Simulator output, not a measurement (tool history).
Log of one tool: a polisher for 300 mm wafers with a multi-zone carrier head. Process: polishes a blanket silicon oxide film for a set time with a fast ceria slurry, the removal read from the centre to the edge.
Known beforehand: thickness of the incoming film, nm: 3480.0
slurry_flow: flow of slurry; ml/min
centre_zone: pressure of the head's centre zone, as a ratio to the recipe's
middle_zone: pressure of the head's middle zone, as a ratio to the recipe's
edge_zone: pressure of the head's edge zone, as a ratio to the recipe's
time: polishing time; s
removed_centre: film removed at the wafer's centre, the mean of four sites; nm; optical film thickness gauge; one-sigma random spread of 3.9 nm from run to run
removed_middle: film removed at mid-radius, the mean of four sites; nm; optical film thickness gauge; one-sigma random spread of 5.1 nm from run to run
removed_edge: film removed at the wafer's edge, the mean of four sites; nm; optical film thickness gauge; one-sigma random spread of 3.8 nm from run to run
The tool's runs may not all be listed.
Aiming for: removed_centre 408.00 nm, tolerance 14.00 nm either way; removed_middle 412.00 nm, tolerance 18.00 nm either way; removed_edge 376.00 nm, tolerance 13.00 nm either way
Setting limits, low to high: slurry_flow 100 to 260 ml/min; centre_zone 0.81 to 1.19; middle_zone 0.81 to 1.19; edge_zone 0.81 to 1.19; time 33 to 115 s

run,day,slurry_flow,centre_zone,middle_zone,edge_zone,time,removed_centre,removed_middle,removed_edge
1,0.000,165,1.00,1.00,1.00,73,806.17,753.30,775.99
2,0.183,145,0.99,1.01,0.95,62,653.29,660.08,633.86
3,0.533,145,0.99,1.01,0.95,69,736.09,719.49,685.50
4,0.879,135,0.99,0.99,0.91,59,620.14,586.60,584.49
5,1.112,165,0.99,0.99,0.91,59,646.55,613.81,597.30
6,1.392,165,0.99,0.99,0.84,59,646.29,615.77,565.32
7,1.588,150,0.99,1.00,0.83,52,548.96,531.86,495.27
8,1.825,145,0.99,1.01,0.82,47,508.07,496.29,447.79
9,1.871,140,0.98,1.01,0.82,44,463.56,458.83,415.12
10,1.892,135,0.97,1.01,0.82,43,433.17,443.45,395.25
11,2.175,130,0.97,1.00,0.82,43,433.48,433.91,401.82

Which single option among these 4 for the next run brings every result within its allowed miss of target? Just one does.
A,2.458,155,1.02,0.98,0.81,41,?,?,?
B,2.458,100,0.99,0.94,1.01,43,?,?,?
C,2.458,105,1.00,1.03,0.83,42,?,?,?
D,2.458,100,0.84,0.83,0.95,49,?,?,?

move,removed_centre,removed_middle,removed_edge
A,453.25,417.33,384.04
B,409.31,379.87,414.14
C,410.58,406.64,372.55
D,400.07,390.86,458.98
A: puts the biggest miss on target and leaves a different result outside tolerance
B: lands further from the targets than the last run did
C: all results land within tolerance of their targets
D: lands further from the targets than the last run did
C is the move that brings every result within its allowed miss.
